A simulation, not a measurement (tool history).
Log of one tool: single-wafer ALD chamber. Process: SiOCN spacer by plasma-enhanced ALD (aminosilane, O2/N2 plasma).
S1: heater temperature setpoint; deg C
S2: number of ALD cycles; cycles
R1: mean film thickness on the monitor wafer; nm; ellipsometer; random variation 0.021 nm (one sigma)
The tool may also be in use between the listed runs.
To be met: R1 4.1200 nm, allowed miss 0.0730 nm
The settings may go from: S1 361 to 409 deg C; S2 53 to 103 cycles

Run 1, hour 0.0: S1 385 deg C, S2 78 cycles. Result: R1 4.5932 nm.
Run 2, hour 5.5: S1 375 deg C, S2 78 cycles. Result: R1 4.6139 nm.
Run 3, hour 8.9: S1 375 deg C, S2 73 cycles. Result: R1 4.3739 nm.
Run 4, hour 16.1: S1 375 deg C, S2 71 cycles. Result: R1 4.2159 nm.
Run 5, hour 17.4: S1 375 deg C, S2 81 cycles. Result: R1 4.8529 nm.
Run 6, hour 23.7: S1 371 deg C, S2 81 cycles. Result: R1 4.7941 nm.
Run 7, hour 32.5: S1 371 deg C, S2 77 cycles. Result: R1 4.5612 nm.
Run 8, hour 34.8: S1 371 deg C, S2 75 cycles. Result: R1 4.4498 nm.
Run 9, hour 43.4: S1 371 deg C, S2 73 cycles. Result: R1 4.3583 nm.
Run 10, hour 52.5: S1 371 deg C, S2 73 cycles. Result: R1 4.3547 nm.
Run 11, hour 55.3: S1 371 deg C, S2 72 cycles. Result: R1 4.2528 nm.
Run 12, hour 56.8: S1 371 deg C, S2 71 cycles. Result: R1 4.2131 nm.

5 next moves are on the table. One of them brings every result within its allowed miss. Which?
Run A, hour 58.3: S1 375 deg C, S2 66 cycles. Result: R1 ?.
Run B, hour 58.3: S1 367 deg C, S2 69 cycles. Result: R1 ?.
Run C, hour 58.3: S1 367 deg C, S2 66 cycles. Result: R1 ?.
Run D, hour 58.3: S1 366 deg C, S2 73 cycles. Result: R1 ?.
Run E, hour 58.3: S1 377 deg C, S2 66 cycles. Result: R1 ?.

move      R1
   A  3.9136
   B  4.0915
   C  3.9136
   D  4.3287
   E  3.9136
A: takes the result that was furthest off past its target
B: meets every target
C: takes the result that was furthest off past its target
D: further off than the last run
E: takes the result that was furthest off past its target
Answer: B
